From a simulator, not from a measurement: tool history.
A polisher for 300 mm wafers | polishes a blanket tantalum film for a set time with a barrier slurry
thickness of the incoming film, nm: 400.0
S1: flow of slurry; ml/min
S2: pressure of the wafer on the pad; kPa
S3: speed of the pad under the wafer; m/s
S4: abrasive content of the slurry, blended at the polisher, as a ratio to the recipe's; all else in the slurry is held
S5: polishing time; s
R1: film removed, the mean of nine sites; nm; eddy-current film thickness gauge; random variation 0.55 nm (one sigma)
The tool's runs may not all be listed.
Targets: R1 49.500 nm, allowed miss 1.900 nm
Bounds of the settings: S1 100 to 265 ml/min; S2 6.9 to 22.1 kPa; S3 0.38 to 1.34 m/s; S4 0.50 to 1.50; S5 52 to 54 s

Run 1, hour 0.0: S1 170 ml/min, S2 14.5 kPa, S3 0.86 m/s, S4 1.00, S5 52 s. Result: R1 75.197 nm.
Run 2, hour 0.8: S1 170 ml/min, S2 14.5 kPa, S3 0.86 m/s, S4 1.15, S5 52 s. Result: R1 77.843 nm.
Run 3, hour 8.1: S1 170 ml/min, S2 13.1 kPa, S3 0.86 m/s, S4 1.15, S5 52 s. Result: R1 70.341 nm.
Run 4, hour 13.7: S1 185 ml/min, S2 13.1 kPa, S3 0.86 m/s, S4 1.15, S5 52 s. Result: R1 70.284 nm.
Run 5, hour 21.8: S1 185 ml/min, S2 13.1 kPa, S3 1.06 m/s, S4 1.15, S5 52 s. Result: R1 87.885 nm.
Run 6, hour 27.8: S1 155 ml/min, S2 13.1 kPa, S3 1.06 m/s, S4 1.15, S5 52 s. Result: R1 86.442 nm.
Run 7, hour 29.6: S1 155 ml/min, S2 11.7 kPa, S3 1.04 m/s, S4 1.15, S5 52 s. Result: R1 76.269 nm.
Run 8, hour 36.0: S1 145 ml/min, S2 7.6 kPa, S3 0.96 m/s, S4 1.15, S5 52 s. Result: R1 45.480 nm.
Run 9, hour 42.0: S1 150 ml/min, S2 7.6 kPa, S3 0.96 m/s, S4 1.15, S5 52 s. Result: R1 46.551 nm.
Run 10, hour 50.8: S1 155 ml/min, S2 7.6 kPa, S3 0.96 m/s, S4 1.15, S5 52 s. Result: R1 46.326 nm.

4 next moves are on the table. One of them brings every result within its allowed miss. Which?
Run A, hour 59.6: S1 125 ml/min, S2 8.3 kPa, S3 0.98 m/s, S4 1.20, S5 52 s. Result: R1 ?.
Run B, hour 59.6: S1 180 ml/min, S2 7.6 kPa, S3 0.82 m/s, S4 1.25, S5 54 s. Result: R1 ?.
Run C, hour 59.6: S1 100 ml/min, S2 7.6 kPa, S3 0.96 m/s, S4 1.25, S5 54 s. Result: R1 ?.
Run D, hour 59.6: S1 145 ml/min, S2 7.6 kPa, S3 0.94 m/s, S4 1.20, S5 52 s. Result: R1 ?.

move      R1
   A  49.466
   B  42.244
   C  45.126
   D  44.716
A: meets every target
B: further off than the last run
C: further off than the last run
D: further off than the last run
Move A is the one to make.

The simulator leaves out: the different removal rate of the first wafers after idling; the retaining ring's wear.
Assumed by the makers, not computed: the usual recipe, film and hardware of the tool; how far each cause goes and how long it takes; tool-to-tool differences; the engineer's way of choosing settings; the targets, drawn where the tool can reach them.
